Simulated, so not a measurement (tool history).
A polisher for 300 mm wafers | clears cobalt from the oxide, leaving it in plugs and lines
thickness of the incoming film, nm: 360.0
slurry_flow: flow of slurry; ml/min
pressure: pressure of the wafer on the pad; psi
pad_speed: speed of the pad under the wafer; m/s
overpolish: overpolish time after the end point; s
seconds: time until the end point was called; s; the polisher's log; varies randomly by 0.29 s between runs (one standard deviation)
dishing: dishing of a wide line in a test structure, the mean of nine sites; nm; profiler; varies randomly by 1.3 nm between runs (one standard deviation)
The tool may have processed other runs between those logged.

run	hour	slurry_flow	pressure	pad_speed	overpolish	seconds	dishing
1	0.0	280	2.1	1.10	19	52.452	57.457
2	8.1	280	2.1	1.10	13	52.844	47.935
3	9.3	280	2.1	0.84	13	69.938	41.460
4	10.1	280	2.1	0.70	13	83.021	37.599
5	14.6	280	2.1	0.90	13	64.711	44.977
# hour 17.1: worn pad replaced by a new one
6	17.1	320	2.1	0.90	13	58.812	45.590

What will run 7 give?
7	18.0	355	2.3	0.90	15	?	?

seconds: 53.466 s
dishing: 50.691 nm
